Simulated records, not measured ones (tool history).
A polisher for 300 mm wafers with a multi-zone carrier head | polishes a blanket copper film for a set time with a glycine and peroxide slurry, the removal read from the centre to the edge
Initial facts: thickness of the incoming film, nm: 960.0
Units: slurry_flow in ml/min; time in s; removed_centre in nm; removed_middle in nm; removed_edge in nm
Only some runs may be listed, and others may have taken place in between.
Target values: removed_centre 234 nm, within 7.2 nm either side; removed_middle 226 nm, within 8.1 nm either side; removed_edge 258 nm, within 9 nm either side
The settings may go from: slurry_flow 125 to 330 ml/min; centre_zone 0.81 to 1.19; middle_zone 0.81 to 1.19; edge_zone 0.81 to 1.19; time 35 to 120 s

run,hour,slurry_flow,centre_zone,middle_zone,edge_zone,time,removed_centre,removed_middle,removed_edge
1,0,210,1,1,1,77,268.56,277.02,276.13
2,4.2,200,0.99,0.97,0.99,76,264.16,265.94,273.55
3,6,200,0.99,0.97,1.04,76,262.6,258.53,273.78
4,11.1,200,0.99,0.97,1.04,59,205.76,204.88,216.31
5,19.1,210,0.99,0.96,1.06,61,215.14,212.09,226.96
6,23,225,0.99,0.95,1.08,62,219.44,215.2,232.68
7,30,235,0.99,0.94,1.1,63,220.57,217.63,241.63
8,37.9,245,1,0.94,1.11,63,228.31,219.86,242.52
9,38.9,250,1,0.94,1.12,63,222.19,218.47,242.27

Of the 4 settings listed for the next run, only one would bring every result within its allowed miss of target. Which one?
A,39.9,250,0.84,0.93,1.19,66,?,?,?
B,39.9,235,1.05,0.98,1.04,64,?,?,?
C,39.9,280,0.82,0.84,1.16,63,?,?,?
D,39.9,250,0.99,0.92,1.13,66,?,?,?

move,removed_centre,removed_middle,removed_edge
A,206.19,227.46,259.99
B,238.75,228.59,233.93
C,195.59,202.13,247.53
D,236.17,225.29,253.14
A: brings the result that was furthest off to its target, and leaves another outside
B: misses by more than the last run did
C: misses by more than the last run did
D: all results land within tolerance of their targets
D is the move that brings every result within its allowed miss.

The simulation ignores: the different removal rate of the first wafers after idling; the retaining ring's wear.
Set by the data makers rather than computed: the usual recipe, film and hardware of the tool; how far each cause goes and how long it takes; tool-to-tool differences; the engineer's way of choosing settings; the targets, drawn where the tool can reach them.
